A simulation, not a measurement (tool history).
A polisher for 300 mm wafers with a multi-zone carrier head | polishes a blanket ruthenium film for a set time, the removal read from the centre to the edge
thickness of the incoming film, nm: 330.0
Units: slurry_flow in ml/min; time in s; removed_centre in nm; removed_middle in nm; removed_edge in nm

{"run": 1, "hour": 0.0, "slurry_flow": 270, "centre_zone": 1, "middle_zone": 1, "edge_zone": 1, "time": 82, "removed_centre": 88.129, "removed_middle": 88.753, "removed_edge": 85.945}
{"run": 2, "hour": 8.7, "slurry_flow": 265, "centre_zone": 1, "middle_zone": 1, "edge_zone": 0.98, "time": 82, "removed_centre": 87.611, "removed_middle": 87.679, "removed_edge": 84.22}
{"run": 3, "hour": 15.9, "slurry_flow": 260, "centre_zone": 1, "middle_zone": 1, "edge_zone": 0.96, "time": 82, "removed_centre": 87.493, "removed_middle": 88.048, "removed_edge": 85.25}
{"run": 4, "hour": 23.3, "slurry_flow": 260, "centre_zone": 1, "middle_zone": 1, "edge_zone": 0.96, "time": 97, "removed_centre": 103, "removed_middle": 103.75, "removed_edge": 101.57}
{"run": 5, "hour": 26.5, "slurry_flow": 270, "centre_zone": 1, "middle_zone": 1, "edge_zone": 0.95, "time": 94, "removed_centre": 100.45, "removed_middle": 102, "removed_edge": 98.067}
{"run": 6, "hour": 34.1, "slurry_flow": 270, "centre_zone": 1, "middle_zone": 1.05, "edge_zone": 0.95, "time": 94, "removed_centre": 100.87, "removed_middle": 104.44, "removed_edge": 96.044}
{"run": 7, "hour": 38.5, "slurry_flow": 255, "centre_zone": 1.06, "middle_zone": 1.01, "edge_zone": 0.85, "time": 72, "removed_centre": 80.21, "removed_middle": 77.25, "removed_edge": 69.925}
{"run": 8, "hour": 39.5, "slurry_flow": 260, "centre_zone": 1.06, "middle_zone": 1.01, "edge_zone": 0.86, "time": 72, "removed_centre": 81.865, "removed_middle": 77.729, "removed_edge": 71.004}

Forecast run 9:
{"run": 9, "hour": 41.0, "slurry_flow": 265, "centre_zone": 1.06, "middle_zone": 1.01, "edge_zone": 0.86, "time": 72, "removed_centre": "?", "removed_middle": "?", "removed_edge": "?"}

Run 9 gave removed_centre 81.387 nm, removed_middle 77.412 nm, removed_edge 71.264 nm.
